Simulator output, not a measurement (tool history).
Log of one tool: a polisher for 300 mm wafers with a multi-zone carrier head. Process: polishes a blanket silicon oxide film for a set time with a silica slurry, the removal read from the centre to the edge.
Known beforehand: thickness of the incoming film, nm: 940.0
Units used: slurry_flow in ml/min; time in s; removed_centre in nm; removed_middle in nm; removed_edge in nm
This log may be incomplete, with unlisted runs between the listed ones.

run	day	slurry_flow	centre_zone	middle_zone	edge_zone	slurry_solids	time	removed_centre	removed_middle	removed_edge
1	0	130	1	1	1	1	49	95.128	93.667	95.177
2	0.15	140	1	1	1	1	49	95.702	96.957	94.76
3	0.175	140	1	1	1	1	42	81.967	82.561	82.271
4	0.371	140	1	1	1	1	50	97.438	99.616	98.902
5	0.725	165	1	1	1	1	50	101.15	101.22	98.831
# day 1.071: worn pad replaced by a new one
6	1.071	165	1	1	0.97	1	50	110.66	110.81	105.83
7	1.167	160	1	1.02	0.98	1	50	109.5	109.59	104.84
8	1.425	160	0.99	1.03	0.98	0.95	50	106.43	107.4	102.41
9	1.775	160	0.98	1.05	0.99	0.9	49	99.51	106.07	97.592

Run 10, settings as shown, results not yet in. Your forecast:
10	2.133	155	0.98	1.06	1	0.85	49	?	?	?

{"run 10": {"removed_centre": 96.612, "removed_middle": 99.451, "removed_edge": 96.433}}
